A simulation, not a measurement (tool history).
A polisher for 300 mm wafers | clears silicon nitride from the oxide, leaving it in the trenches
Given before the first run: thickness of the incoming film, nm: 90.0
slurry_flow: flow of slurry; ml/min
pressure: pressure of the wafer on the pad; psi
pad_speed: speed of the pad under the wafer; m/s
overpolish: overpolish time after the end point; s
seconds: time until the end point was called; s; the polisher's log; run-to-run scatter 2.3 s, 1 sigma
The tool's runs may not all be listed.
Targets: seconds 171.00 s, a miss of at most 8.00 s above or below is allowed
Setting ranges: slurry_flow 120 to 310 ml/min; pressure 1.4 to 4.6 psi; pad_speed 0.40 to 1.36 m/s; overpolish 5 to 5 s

run  hour  slurry_flow  pressure  pad_speed  overpolish  seconds
  1   0.0          200       3.0       0.88           5   123.88
  2   2.2          200       3.0       0.88           5   124.03
  3   8.0          200       2.8       0.88           5   133.09
  4   9.5          200       2.6       0.88           5   142.28
  5  13.8          200       2.9       0.88           5   132.12
  6  14.4          200       2.5       0.88           5   148.86
  7  19.3          200       2.4       0.88           5   152.22
  8  27.9          200       2.3       0.88           5   161.43
  9  31.8          200       2.3       0.88           5   160.87

Exercise: of the 4 proposed moves below, exactly one satisfies all targets within the stated allowed misses. Which move is it?
  A  35.7          180       1.9       0.88           5        ?
  B  35.7          180       2.2       0.96           5        ?
  C  35.7          155       2.5       0.80           5        ?
  D  35.7          205       2.0       0.80           5        ?

move  seconds
   A   194.57
   B   156.79
   C   169.25
   D   199.11
A: takes the biggest miss from the last run beyond its target
B: moves away from the targets compared with the last run
C: all results land within tolerance of their targets
D: takes the biggest miss from the last run beyond its target
C is the move that brings every result within its allowed miss.
